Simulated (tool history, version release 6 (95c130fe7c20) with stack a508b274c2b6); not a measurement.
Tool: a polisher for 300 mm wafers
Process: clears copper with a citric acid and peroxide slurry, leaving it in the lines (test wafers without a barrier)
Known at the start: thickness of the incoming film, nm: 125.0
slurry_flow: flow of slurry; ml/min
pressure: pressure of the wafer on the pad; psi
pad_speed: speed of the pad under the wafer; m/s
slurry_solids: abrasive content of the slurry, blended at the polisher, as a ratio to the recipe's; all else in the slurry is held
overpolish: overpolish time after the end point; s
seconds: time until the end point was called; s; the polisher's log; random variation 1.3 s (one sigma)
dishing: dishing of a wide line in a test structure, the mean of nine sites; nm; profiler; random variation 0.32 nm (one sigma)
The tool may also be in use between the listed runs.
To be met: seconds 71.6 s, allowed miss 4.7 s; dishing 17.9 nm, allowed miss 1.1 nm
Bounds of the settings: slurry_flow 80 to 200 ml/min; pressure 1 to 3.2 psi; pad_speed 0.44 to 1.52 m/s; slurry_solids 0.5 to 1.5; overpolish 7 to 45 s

run  hour  slurry_flow  pressure  pad_speed  slurry_solids  overpolish  seconds  dishing
  1     0          130       2.1       0.98              1          23   101.03   18.995
  2   4.1          130       2.2       0.98              1          21   97.304   19.135
  3   7.9          130       2.2        1.1              1          21   87.351   20.694
  4  14.3          130       2.2        1.1              1          27   88.746   24.951
  5  22.3          135       2.2        1.1              1          24   84.927   22.364
  6  26.4          135       2.2       0.86              1          24   111.11   18.502
  7  28.7          135       2.3       0.88              1          22   100.21   18.454
  8  35.8          140       2.4       0.88              1          21   95.962   18.248
  9  39.5          145       2.5       0.88              1          20    96.15    18.14
 10  44.7          145       2.6        0.9              1          19   87.204   18.556
 11  49.8          145       2.7        0.9              1          18   85.538   18.576
 12  51.2          145       2.8        0.9              1          17   80.775   18.389
 13  52.7          145       2.8        0.9              1          16   78.559   17.511
 14  58.5          145       2.9        0.9              1          15   79.548   16.587
 15  66.2          150       2.9        0.9              1          15   76.977   16.949

4 next moves are on the table. One of them brings every result within its allowed miss. Which?
  A  73.9          120       2.8       1.18            0.7          15        ?        ?
  B  73.9          145       2.7       0.84            1.1          18        ?        ?
  C  73.9          160       2.7       0.86              1          19        ?        ?
  D  73.9          150       3.2       0.92            0.9          12        ?        ?

move  seconds  dishing
   A   68.799   18.253
   B   84.968   17.847
   C   83.641   18.882
   D   68.986   15.179
A: meets every target
B: further off than the last run
C: further off than the last run
D: brings the result that was furthest off to its target, and leaves another outside
Move A is the one to make.
